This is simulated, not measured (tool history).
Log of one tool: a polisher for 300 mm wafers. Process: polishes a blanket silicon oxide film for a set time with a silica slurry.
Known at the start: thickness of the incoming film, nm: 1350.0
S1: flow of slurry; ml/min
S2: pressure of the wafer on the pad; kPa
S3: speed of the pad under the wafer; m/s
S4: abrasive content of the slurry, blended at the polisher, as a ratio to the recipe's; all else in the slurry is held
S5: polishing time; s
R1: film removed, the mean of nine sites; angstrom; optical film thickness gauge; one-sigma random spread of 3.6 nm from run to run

{"run": 1, "hour": 0.0, "S1": 180, "S2": 37.9, "S3": 1.02, "S4": 1.0, "S5": 58, "R1": 2531.8}
{"run": 2, "hour": 6.8, "S1": 180, "S2": 37.9, "S3": 1.18, "S4": 1.0, "S5": 58, "R1": 2793.8}
{"run": 3, "hour": 11.6, "S1": 180, "S2": 38.6, "S3": 1.18, "S4": 1.0, "S5": 58, "R1": 2870.5}
{"run": 4, "hour": 18.4, "S1": 180, "S2": 39.3, "S3": 1.18, "S4": 1.0, "S5": 58, "R1": 2920.2}
{"run": 5, "hour": 24.3, "S1": 180, "S2": 40.0, "S3": 1.18, "S4": 1.0, "S5": 58, "R1": 2934.0}
{"run": 6, "hour": 25.0, "S1": 180, "S2": 40.0, "S3": 1.18, "S4": 1.0, "S5": 58, "R1": 2963.2}
{"run": 7, "hour": 26.3, "S1": 180, "S2": 40.7, "S3": 1.18, "S4": 1.0, "S5": 58, "R1": 3045.2}
{"run": 8, "hour": 31.6, "S1": 185, "S2": 42.1, "S3": 1.18, "S4": 1.0, "S5": 58, "R1": 3135.6}

Predict the results of run 9:
{"run": 9, "hour": 34.7, "S1": 185, "S2": 42.7, "S3": 1.18, "S4": 1.0, "S5": 58, "R1": "?"}

{"run 9": {"R1": 3201.7}}
